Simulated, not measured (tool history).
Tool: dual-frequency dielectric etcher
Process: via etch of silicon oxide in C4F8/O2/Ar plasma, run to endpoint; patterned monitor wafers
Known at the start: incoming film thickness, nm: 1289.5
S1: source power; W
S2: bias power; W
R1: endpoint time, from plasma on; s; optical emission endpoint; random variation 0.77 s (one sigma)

run	hour	S1	S2	R1
1	0.0	1620	2444	254.01
2	3.9	1690	2460	249.67
3	5.0	1690	2116	260.30
4	10.2	1970	2116	243.03
5	15.9	1970	1928	247.99
6	18.6	1970	2321	236.05
7	23.1	2010	2328	232.18
8	28.7	2040	2332	233.02

The next listed run, before its measurement:
9	36.3	2070	2348	?

Run 9 gave R1 228.64 s.

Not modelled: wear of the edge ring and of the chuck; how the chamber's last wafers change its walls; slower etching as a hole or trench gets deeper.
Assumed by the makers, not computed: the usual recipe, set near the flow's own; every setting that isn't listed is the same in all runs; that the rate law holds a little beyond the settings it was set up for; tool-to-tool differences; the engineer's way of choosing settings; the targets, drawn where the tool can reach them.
